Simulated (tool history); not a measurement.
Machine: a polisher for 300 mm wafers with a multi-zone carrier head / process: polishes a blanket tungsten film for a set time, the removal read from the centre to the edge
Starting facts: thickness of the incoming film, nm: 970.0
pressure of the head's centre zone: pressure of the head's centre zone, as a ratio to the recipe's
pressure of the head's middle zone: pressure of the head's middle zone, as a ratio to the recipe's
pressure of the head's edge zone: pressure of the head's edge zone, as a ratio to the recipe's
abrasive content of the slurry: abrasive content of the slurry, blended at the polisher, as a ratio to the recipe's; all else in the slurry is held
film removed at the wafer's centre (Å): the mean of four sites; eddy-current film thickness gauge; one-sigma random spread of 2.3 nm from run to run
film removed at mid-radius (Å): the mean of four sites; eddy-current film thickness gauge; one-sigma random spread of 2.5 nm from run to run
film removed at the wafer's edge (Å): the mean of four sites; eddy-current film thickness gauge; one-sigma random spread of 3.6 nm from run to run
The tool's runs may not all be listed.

run,hour,flow of slurry (ml/min),pressure of the head's centre zone,pressure of the head's middle zone,pressure of the head's edge zone,abrasive content of the slurry,polishing time (s),film removed at the wafer's centre (Å),film removed at mid-radius (Å),film removed at the wafer's edge (Å)
1,0,290,1,1,1,1,74,2645.4,2694.7,2913
2,4.3,265,1,1,1,1,74,2643.7,2698.3,2910.8
3,7,265,1,0.94,1,1,74,2710.7,2567.8,2908.2
4,13.2,265,0.99,0.93,0.99,0.95,74,2584.8,2500.3,2873.3
5,21.5,265,0.99,0.92,0.98,0.95,74,2626,2492.6,2819.1
6,24.7,265,0.99,0.97,0.98,0.95,74,2568.9,2591.3,2910.3
7,30.6,265,0.99,0.97,0.98,0.95,74,2593.5,2543.7,2801.6
8,38.6,260,0.98,0.96,0.98,0.95,74,2561.3,2562.5,2839
9,46.5,260,0.98,0.95,0.97,0.95,74,2569.7,2556.9,2799.5
10,53.8,260,0.98,0.94,0.97,0.95,74,2571.7,2529.8,2795.9
11,55.3,260,0.97,0.93,0.97,0.95,74,2550.8,2542.3,2768.5
12,60.3,260,0.97,0.93,0.97,0.95,74,2565,2517.9,2754.1

Run 13 is up next; what results do you expect?
13,67.1,260,0.97,0.92,0.97,0.95,74,?,?,?

{"run 13": {"film removed at the wafer's centre (Å)": 2528.3, "film removed at mid-radius (Å)": 2492.3, "film removed at the wafer's edge (Å)": 2816.1}}
